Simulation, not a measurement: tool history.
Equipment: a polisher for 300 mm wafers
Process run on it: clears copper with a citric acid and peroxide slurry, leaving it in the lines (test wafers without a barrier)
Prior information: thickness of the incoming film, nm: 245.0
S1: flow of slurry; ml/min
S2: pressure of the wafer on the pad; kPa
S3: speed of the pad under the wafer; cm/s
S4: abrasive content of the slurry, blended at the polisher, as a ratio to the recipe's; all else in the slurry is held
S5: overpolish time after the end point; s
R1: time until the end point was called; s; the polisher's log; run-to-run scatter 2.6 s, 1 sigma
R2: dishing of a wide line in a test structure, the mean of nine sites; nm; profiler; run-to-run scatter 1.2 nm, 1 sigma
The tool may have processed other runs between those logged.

run  hour   S1    S2  S3  S4  S5      R1      R2
  1     0  210  14.5  96   1  25  180.83  25.333
  2   6.9  210  14.5  72   1  25  221.33  19.829
  3    13  210  16.5  72   1  25  204.78   21.89
  4  21.9  210  17.2  76   1  27  191.88  26.394
  5  29.2  210  18.6  76   1  27  182.49  27.326
  6  32.5  250  18.6  76   1  27  174.03  26.995
  7  34.5  245  18.6  80   1  28  165.49  29.789
  8  38.2  240  18.6  82   1  29  158.79  32.579
  9    42  235  18.6  82   1  30  167.97  34.031
     43.8  -- slurry blender recalibrated
 10  43.8  235  19.3  82   1  30   150.2  35.994
 11  48.9  235  19.3  82   1  31  144.24  36.502
 12  50.7  230  18.6  82   1  33  150.25  39.301
 13  54.1  225  18.6  82   1  34  150.68  40.425

What does the tool deliver on the next run?
 14  62.4  215  19.3  82   1  36   ?   ?

For run 14 the tool returned R1 149.58 s, R2 41.733 nm.
